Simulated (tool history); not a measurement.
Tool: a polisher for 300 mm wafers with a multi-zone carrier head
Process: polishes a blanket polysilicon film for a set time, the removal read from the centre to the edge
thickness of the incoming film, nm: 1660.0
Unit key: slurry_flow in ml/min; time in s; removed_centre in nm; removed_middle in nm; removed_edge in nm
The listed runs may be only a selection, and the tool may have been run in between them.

{"run": 1, "hour": 0.0, "slurry_flow": 260, "centre_zone": 1.0, "middle_zone": 1.0, "edge_zone": 1.0, "time": 70, "removed_centre": 361.44, "removed_middle": 367.69, "removed_edge": 366.57}
{"run": 2, "hour": 6.0, "slurry_flow": 260, "centre_zone": 1.0, "middle_zone": 1.0, "edge_zone": 0.94, "time": 70, "removed_centre": 369.49, "removed_middle": 369.15, "removed_edge": 355.97}
{"run": 3, "hour": 10.9, "slurry_flow": 290, "centre_zone": 1.0, "middle_zone": 1.0, "edge_zone": 0.94, "time": 70, "removed_centre": 367.95, "removed_middle": 372.31, "removed_edge": 354.26}
{"run": 4, "hour": 17.3, "slurry_flow": 290, "centre_zone": 1.0, "middle_zone": 1.0, "edge_zone": 0.94, "time": 61, "removed_centre": 317.79, "removed_middle": 320.67, "removed_edge": 309.13}
{"run": 5, "hour": 26.0, "slurry_flow": 290, "centre_zone": 1.0, "middle_zone": 0.99, "edge_zone": 0.92, "time": 58, "removed_centre": 305.19, "removed_middle": 306.07, "removed_edge": 286.91}
{"run": 6, "hour": 27.8, "slurry_flow": 290, "centre_zone": 0.99, "middle_zone": 0.96, "edge_zone": 0.91, "time": 56, "removed_centre": 294.06, "removed_middle": 283.11, "removed_edge": 285.13}
{"run": 7, "hour": 36.7, "slurry_flow": 290, "centre_zone": 1.0, "middle_zone": 0.96, "edge_zone": 0.9, "time": 53, "removed_centre": 280.23, "removed_middle": 268.18, "removed_edge": 263.53}

Run 8, settings as shown, results not yet in. Your forecast:
{"run": 8, "hour": 43.7, "slurry_flow": 290, "centre_zone": 1.0, "middle_zone": 0.95, "edge_zone": 0.89, "time": 52, "removed_centre": "?", "removed_middle": "?", "removed_edge": "?"}

Run 8 yielded removed_centre 271.30 nm, removed_middle 264.11 nm, removed_edge 254.24 nm.
